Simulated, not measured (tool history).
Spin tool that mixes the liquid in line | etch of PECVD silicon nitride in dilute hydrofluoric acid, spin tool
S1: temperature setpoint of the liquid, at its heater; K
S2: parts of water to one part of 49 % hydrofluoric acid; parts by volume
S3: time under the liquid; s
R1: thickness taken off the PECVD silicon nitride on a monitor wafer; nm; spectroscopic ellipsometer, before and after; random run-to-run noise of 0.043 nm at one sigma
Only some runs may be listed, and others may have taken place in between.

Run 1, hour 0: S1 297.15 K, S2 120 parts by volume, S3 305 s. Result: R1 5.5308 nm.
Run 2, hour 8: S1 296.15 K, S2 120 parts by volume, S3 305 s. Result: R1 5.0219 nm.
Run 3, hour 14.4: S1 296.15 K, S2 100 parts by volume, S3 305 s. Result: R1 6.2115 nm.
Run 4, hour 15.2: S1 295.15 K, S2 105 parts by volume, S3 305 s. Result: R1 5.5644 nm.
Run 5, hour 16.4: S1 295.15 K, S2 65 parts by volume, S3 305 s. Result: R1 8.6557 nm.
Run 6, hour 22: S1 296.65 K, S2 65 parts by volume, S3 305 s. Result: R1 9.8359 nm.
Run 7, hour 29.8: S1 295.65 K, S2 70 parts by volume, S3 305 s. Result: R1 8.4915 nm.
Run 8, hour 35.8: S1 294.65 K, S2 75 parts by volume, S3 305 s. Result: R1 7.302 nm.
Run 9, hour 43.8: S1 294.15 K, S2 80 parts by volume, S3 305 s. Result: R1 6.7048 nm.
Run 10, hour 52.6: S1 293.65 K, S2 85 parts by volume, S3 305 s. Result: R1 6.0912 nm.

What will run 11 give?
Run 11, hour 61.2: S1 293.15 K, S2 90 parts by volume, S3 305 s. Result: R1 ?.

R1: 5.5832 nm
